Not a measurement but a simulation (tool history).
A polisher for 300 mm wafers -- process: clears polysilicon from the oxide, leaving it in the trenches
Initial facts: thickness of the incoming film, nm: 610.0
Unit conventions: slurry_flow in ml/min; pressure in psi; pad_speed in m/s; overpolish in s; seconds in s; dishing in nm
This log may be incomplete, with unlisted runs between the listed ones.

run 1 day=0 | slurry_flow=170 pressure=2.7 pad_speed=1.3 overpolish=9 | seconds=35.419 dishing=40.353
run 2 day=0.029 | slurry_flow=175 pressure=2.9 pad_speed=1.3 overpolish=7 | seconds=33.073 dishing=39.581
run 3 day=0.35 | slurry_flow=160 pressure=3 pad_speed=1.34 overpolish=6 | seconds=31.675 dishing=37.888
run 4 day=0.458 | slurry_flow=200 pressure=3 pad_speed=1.34 overpolish=6 | seconds=30.165 dishing=38.468
run 5 day=0.792 | slurry_flow=200 pressure=3 pad_speed=1.22 overpolish=6 | seconds=32.199 dishing=37.535
run 6 day=1.154 | slurry_flow=220 pressure=3.4 pad_speed=1.06 overpolish=5 | seconds=32.669 dishing=36.489

Expected results for the next run?
run 7 day=1.45 | slurry_flow=235 pressure=3.6 pad_speed=1.02 overpolish=4 | seconds=? dishing=?

{"run 7": {"seconds": 31.138, "dishing": 33.801}}
